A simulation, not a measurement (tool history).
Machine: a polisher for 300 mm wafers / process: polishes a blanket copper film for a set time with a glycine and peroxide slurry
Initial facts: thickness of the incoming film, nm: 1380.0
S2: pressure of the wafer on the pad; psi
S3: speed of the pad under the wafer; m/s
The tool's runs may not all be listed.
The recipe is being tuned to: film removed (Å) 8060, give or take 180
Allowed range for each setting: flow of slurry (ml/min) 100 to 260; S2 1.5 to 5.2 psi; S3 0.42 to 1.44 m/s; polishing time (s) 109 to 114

Run 1, hour 0: flow of slurry (ml/min) 165, S2 3.3 psi, S3 0.92 m/s, polishing time (s) 109. Result: film removed (Å) 6403.3.
Run 2, hour 9: flow of slurry (ml/min) 165, S2 2.7 psi, S3 0.92 m/s, polishing time (s) 109. Result: film removed (Å) 5495.1.
Run 3, hour 13.2: flow of slurry (ml/min) 180, S2 3.1 psi, S3 0.92 m/s, polishing time (s) 109. Result: film removed (Å) 6245.6.
Run 4, hour 21.9: flow of slurry (ml/min) 180, S2 3.1 psi, S3 0.92 m/s, polishing time (s) 114. Result: film removed (Å) 6487.
At hour 29.6: slurry nozzle cleaned.
Run 5, hour 29.6: flow of slurry (ml/min) 220, S2 3.1 psi, S3 0.92 m/s, polishing time (s) 114. Result: film removed (Å) 7319.7.
Run 6, hour 33.1: flow of slurry (ml/min) 260, S2 3.1 psi, S3 0.92 m/s, polishing time (s) 114. Result: film removed (Å) 7471.4.
Run 7, hour 36.2: flow of slurry (ml/min) 260, S2 3.2 psi, S3 0.92 m/s, polishing time (s) 114. Result: film removed (Å) 7544.2.
Run 8, hour 39.5: flow of slurry (ml/min) 260, S2 3.3 psi, S3 0.92 m/s, polishing time (s) 114. Result: film removed (Å) 7744.8.
Run 9, hour 44.8: flow of slurry (ml/min) 260, S2 3.3 psi, S3 0.92 m/s, polishing time (s) 114. Result: film removed (Å) 7736.5.

Which of these 4 next moves meets every target?
Run A, hour 50.1: flow of slurry (ml/min) 240, S2 3.5 psi, S3 0.88 m/s, polishing time (s) 111. Result: film removed (Å) ?.
Run B, hour 50.1: flow of slurry (ml/min) 245, S2 3.2 psi, S3 1 m/s, polishing time (s) 109. Result: film removed (Å) ?.
Run C, hour 50.1: flow of slurry (ml/min) 225, S2 3.3 psi, S3 0.96 m/s, polishing time (s) 111. Result: film removed (Å) ?.
Run D, hour 50.1: flow of slurry (ml/min) 255, S2 3.4 psi, S3 1 m/s, polishing time (s) 109. Result: film removed (Å) ?.

move  film removed (Å)
   A              7471
   B            7712.1
   C            7667.4
   D            8068.3
A: its largest miss is bigger than the last run's
B: its largest miss is bigger than the last run's
C: its largest miss is bigger than the last run's
D: in spec on every target
The move that meets every target is D.
